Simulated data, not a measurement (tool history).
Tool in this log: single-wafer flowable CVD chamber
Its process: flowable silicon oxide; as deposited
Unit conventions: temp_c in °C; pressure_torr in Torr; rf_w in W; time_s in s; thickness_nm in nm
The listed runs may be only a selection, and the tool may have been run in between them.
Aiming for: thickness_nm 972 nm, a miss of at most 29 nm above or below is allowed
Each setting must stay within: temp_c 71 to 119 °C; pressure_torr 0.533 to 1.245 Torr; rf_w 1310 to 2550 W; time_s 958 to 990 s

run,day,temp_c,pressure_torr,rf_w,time_s,thickness_nm
1,0,95,0.889,1930,958,816.36
2,0.046,95,0.889,1800,958,798.88
3,0.412,93,0.89,1800,958,862.13
4,0.5,93,0.751,1800,958,732.4
5,0.754,93,0.653,1800,958,647.19
6,1.05,93,0.653,1800,958,640.98
7,1.233,90,0.654,1800,958,713.36
8,1.5,88,0.655,1800,958,765.57
9,1.588,86,0.656,1800,958,826.36
10,1.767,85,0.657,1800,958,858.09

4 candidate next runs follow, results not yet known. Just one meets every target within its allowed miss. Identify it.
A,1.946,79,0.599,1555,965,?
B,1.946,76,0.553,1785,968,?
C,1.946,86,0.73,1595,990,?
D,1.946,81,0.819,1335,990,?

move,thickness_nm
A,887.14
B,959.6
C,889.99
D,1041.5
A: nearer the targets than the last run, but a result is still out of spec
B: hits every target within its allowed miss
C: nearer the targets than the last run, but a result is still out of spec
D: takes the biggest miss from the last run beyond its target
Answer: B

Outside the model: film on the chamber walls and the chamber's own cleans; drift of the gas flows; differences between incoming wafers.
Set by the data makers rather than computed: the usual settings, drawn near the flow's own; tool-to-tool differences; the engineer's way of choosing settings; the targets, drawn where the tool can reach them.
